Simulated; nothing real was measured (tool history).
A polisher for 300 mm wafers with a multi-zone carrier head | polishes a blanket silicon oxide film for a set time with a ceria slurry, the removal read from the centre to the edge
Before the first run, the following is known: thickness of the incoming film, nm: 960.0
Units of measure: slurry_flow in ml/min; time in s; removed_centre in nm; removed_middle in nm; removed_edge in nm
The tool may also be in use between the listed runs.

run 1 hour=0 | slurry_flow=250 centre_zone=1 middle_zone=1 edge_zone=1 time=53 | removed_centre=308.04 removed_middle=316.13 removed_edge=309.9
run 2 hour=5.3 | slurry_flow=260 centre_zone=1.02 middle_zone=1.03 edge_zone=1.01 time=54 | removed_centre=321.48 removed_middle=329.2 removed_edge=322.36
run 3 hour=6 | slurry_flow=260 centre_zone=1.02 middle_zone=1.03 edge_zone=0.95 time=54 | removed_centre=320.94 removed_middle=319.07 removed_edge=308.28
run 4 hour=10.3 | slurry_flow=260 centre_zone=1.02 middle_zone=0.96 edge_zone=0.95 time=54 | removed_centre=325.51 removed_middle=309.44 removed_edge=312.14
run 5 hour=12.2 | slurry_flow=260 centre_zone=1.02 middle_zone=0.9 edge_zone=0.95 time=54 | removed_centre=327.46 removed_middle=291.82 removed_edge=304.07
run 6 hour=16.7 | slurry_flow=260 centre_zone=1.02 middle_zone=0.9 edge_zone=0.95 time=43 | removed_centre=258 removed_middle=231.23 removed_edge=242.14

Predict the results of run 7:
run 7 hour=17.5 | slurry_flow=265 centre_zone=1.04 middle_zone=0.95 edge_zone=0.95 time=46 | removed_centre=? removed_middle=? removed_edge=?

removed_centre: 274.84 nm
removed_middle: 256.68 nm
removed_edge: 263.02 nm

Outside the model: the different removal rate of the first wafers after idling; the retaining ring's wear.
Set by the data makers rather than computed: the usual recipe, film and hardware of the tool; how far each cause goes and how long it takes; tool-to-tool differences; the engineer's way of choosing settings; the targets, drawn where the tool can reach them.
